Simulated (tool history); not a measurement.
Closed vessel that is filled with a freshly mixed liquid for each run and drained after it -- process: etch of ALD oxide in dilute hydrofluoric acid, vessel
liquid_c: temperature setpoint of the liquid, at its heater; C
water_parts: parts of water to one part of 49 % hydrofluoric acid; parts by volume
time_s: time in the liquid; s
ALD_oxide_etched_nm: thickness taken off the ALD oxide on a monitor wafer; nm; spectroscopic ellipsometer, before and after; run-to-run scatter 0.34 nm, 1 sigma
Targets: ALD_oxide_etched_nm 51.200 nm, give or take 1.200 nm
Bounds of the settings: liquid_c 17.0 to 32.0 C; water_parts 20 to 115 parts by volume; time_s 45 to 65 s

run    day  liquid_c  water_parts  time_s  ALD_oxide_etched_nm
  1  0.000      24.0           65      65               20.470
  2  0.171      25.0           60      65               23.554
  3  0.300      25.0           70      65               19.829
  4  0.333      26.0           65      65               22.427
  5  0.700      26.0           80      65               17.864
  6  0.779      26.5           75      65               19.512
  7  1.004      27.0           70      65               21.482
  8  1.054      31.0           45      65               40.109
     1.192  -- hydrofluoric acid flow meter replaced
  9  1.192      31.5           40      65               43.861

Exactly one of the 4 candidate moves below puts every result within its allowed miss. Which one?
  A  1.329      30.5           25      45                    ?
  B  1.329      28.0           40      60                    ?
  C  1.329      31.5           35      65                    ?
  D  1.329      31.0           45      60                    ?

move  ALD_oxide_etched_nm
   A               48.307
   B               35.576
   C               51.025
   D               35.348
A: gains on the last run, yet a result remains outside its allowed miss
B: its largest miss is bigger than the last run's
C: every result within its allowed miss
D: its largest miss is bigger than the last run's
C is the move that brings every result within its allowed miss.
